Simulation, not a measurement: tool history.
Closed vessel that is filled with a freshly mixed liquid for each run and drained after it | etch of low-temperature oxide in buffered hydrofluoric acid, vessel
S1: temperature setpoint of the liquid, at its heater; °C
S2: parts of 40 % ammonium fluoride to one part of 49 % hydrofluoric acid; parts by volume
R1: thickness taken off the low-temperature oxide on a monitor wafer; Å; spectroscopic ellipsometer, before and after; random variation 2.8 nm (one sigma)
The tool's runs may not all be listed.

run 1 hour=0 | S1=24 S2=13 time_in_the_liquid_(s)=105 | R1=1686.1
run 2 hour=6.3 | S1=24 S2=10.5 time_in_the_liquid_(s)=105 | R1=2080.9
run 3 hour=9 | S1=24 S2=12.5 time_in_the_liquid_(s)=105 | R1=1716.1
run 4 hour=13.5 | S1=25 S2=12 time_in_the_liquid_(s)=105 | R1=1859.9
run 5 hour=22.4 | S1=23.5 S2=12 time_in_the_liquid_(s)=105 | R1=1760.8
run 6 hour=28.1 | S1=23.5 S2=12 time_in_the_liquid_(s)=110 | R1=1828.5
run 7 hour=35.5 | S1=24.5 S2=12 time_in_the_liquid_(s)=110 | R1=1933.3

Forecast run 8:
run 8 hour=39.7 | S1=25.5 S2=11.5 time_in_the_liquid_(s)=110 | R1=?

{"run 8": {"R1": 2117}}
